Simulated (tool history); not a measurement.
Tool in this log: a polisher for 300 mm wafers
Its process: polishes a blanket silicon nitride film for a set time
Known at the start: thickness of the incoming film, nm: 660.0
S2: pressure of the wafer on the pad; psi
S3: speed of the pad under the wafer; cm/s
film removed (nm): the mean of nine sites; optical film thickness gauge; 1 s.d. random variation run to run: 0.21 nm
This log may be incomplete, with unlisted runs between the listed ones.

run 1 hour=0 | flow_of_slurry_(ml/min)=275 S2=2.6 S3=84 polishing_time_(s)=25 | film_removed_(nm)=30.575
run 2 hour=2.5 | flow_of_slurry_(ml/min)=250 S2=2.6 S3=84 polishing_time_(s)=25 | film_removed_(nm)=30.079
run 3 hour=6.3 | flow_of_slurry_(ml/min)=250 S2=2.6 S3=84 polishing_time_(s)=23 | film_removed_(nm)=28.041
run 4 hour=12.5 | flow_of_slurry_(ml/min)=245 S2=2.5 S3=84 polishing_time_(s)=23 | film_removed_(nm)=26.822
run 5 hour=17.9 | flow_of_slurry_(ml/min)=240 S2=2.5 S3=84 polishing_time_(s)=23 | film_removed_(nm)=26.75
run 6 hour=24.3 | flow_of_slurry_(ml/min)=280 S2=2.5 S3=84 polishing_time_(s)=23 | film_removed_(nm)=27.186
run 7 hour=31.8 | flow_of_slurry_(ml/min)=280 S2=2.4 S3=84 polishing_time_(s)=23 | film_removed_(nm)=26.579
run 8 hour=38 | flow_of_slurry_(ml/min)=275 S2=2.4 S3=84 polishing_time_(s)=23 | film_removed_(nm)=26.637
run 9 hour=38.9 | flow_of_slurry_(ml/min)=270 S2=2.3 S3=84 polishing_time_(s)=23 | film_removed_(nm)=25.706

Estimate the outcome of run 10 from the log above:
run 10 hour=45.9 | flow_of_slurry_(ml/min)=270 S2=1.8 S3=82 polishing_time_(s)=23 | film_removed_(nm)=?

{"run 10": {"film removed (nm)": 22.611}}

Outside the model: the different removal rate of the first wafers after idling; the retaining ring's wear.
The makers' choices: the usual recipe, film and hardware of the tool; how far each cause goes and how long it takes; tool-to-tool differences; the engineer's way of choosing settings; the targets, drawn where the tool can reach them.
